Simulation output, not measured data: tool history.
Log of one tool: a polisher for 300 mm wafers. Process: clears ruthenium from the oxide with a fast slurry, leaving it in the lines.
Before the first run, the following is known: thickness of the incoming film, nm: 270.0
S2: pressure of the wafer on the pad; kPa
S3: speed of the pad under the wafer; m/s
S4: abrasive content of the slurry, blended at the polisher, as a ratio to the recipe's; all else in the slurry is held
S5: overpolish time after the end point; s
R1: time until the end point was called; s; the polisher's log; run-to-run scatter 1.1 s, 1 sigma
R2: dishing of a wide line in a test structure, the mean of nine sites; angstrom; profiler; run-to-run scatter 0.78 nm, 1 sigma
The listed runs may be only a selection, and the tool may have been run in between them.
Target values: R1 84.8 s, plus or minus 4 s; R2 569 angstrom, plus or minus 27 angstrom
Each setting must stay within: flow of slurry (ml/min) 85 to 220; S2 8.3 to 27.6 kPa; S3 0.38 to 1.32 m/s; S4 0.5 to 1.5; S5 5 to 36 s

run 1 day=0 | flow_of_slurry_(ml/min)=140 S2=17.9 S3=0.84 S4=1 S5=18 | R1=68.611 R2=446.46
run 2 day=0.212 | flow_of_slurry_(ml/min)=140 S2=17.9 S3=0.76 S4=1 S5=18 | R1=75.238 R2=424.93
run 3 day=0.512 | flow_of_slurry_(ml/min)=160 S2=17.9 S3=0.76 S4=1 S5=18 | R1=72.937 R2=423.13
run 4 day=0.779 | flow_of_slurry_(ml/min)=150 S2=17.2 S3=0.76 S4=1 S5=21 | R1=77.569 R2=447.64
run 5 day=0.817 | flow_of_slurry_(ml/min)=150 S2=17.2 S3=0.76 S4=0.9 S5=21 | R1=82.141 R2=436.96
run 6 day=1.112 | flow_of_slurry_(ml/min)=150 S2=17.2 S3=0.76 S4=1.1 S5=21 | R1=72.764 R2=470.64
run 7 day=1.262 | flow_of_slurry_(ml/min)=145 S2=16.5 S3=0.76 S4=1.1 S5=24 | R1=77.55 R2=508.6
run 8 day=1.475 | flow_of_slurry_(ml/min)=140 S2=16.5 S3=0.76 S4=1.1 S5=25 | R1=76.618 R2=508.21
run 9 day=1.725 | flow_of_slurry_(ml/min)=135 S2=15.9 S3=0.76 S4=1.1 S5=27 | R1=80.152 R2=536.43
run 10 day=1.992 | flow_of_slurry_(ml/min)=135 S2=15.9 S3=0.76 S4=1.1 S5=28 | R1=81.767 R2=538.66
run 11 day=2.133 | flow_of_slurry_(ml/min)=135 S2=15.9 S3=0.76 S4=1.1 S5=29 | R1=79.045 R2=533.45

4 candidate next runs follow, results not yet known. Just one meets every target within its allowed miss. Identify it.
run A day=2.275 | flow_of_slurry_(ml/min)=140 S2=19.3 S3=0.62 S4=1.05 S5=33 | R1=? R2=?
run B day=2.275 | flow_of_slurry_(ml/min)=140 S2=12.4 S3=0.78 S4=1.1 S5=36 | R1=? R2=?
run C day=2.275 | flow_of_slurry_(ml/min)=130 S2=13.8 S3=0.74 S4=1.05 S5=36 | R1=? R2=?
run D day=2.275 | flow_of_slurry_(ml/min)=180 S2=13.8 S3=0.62 S4=1.45 S5=36 | R1=? R2=?

move=A R1=83.349 R2=567.45
move=B R1=92.851 R2=560.89
move=C R1=93.751 R2=557.87
move=D R1=90.008 R2=570.62
A: each result inside its tolerance
B: carries the result that was furthest off beyond its target, to the other side
C: carries the result that was furthest off beyond its target, to the other side
D: carries the result that was furthest off beyond its target, to the other side
Go with A: it meets all targets.
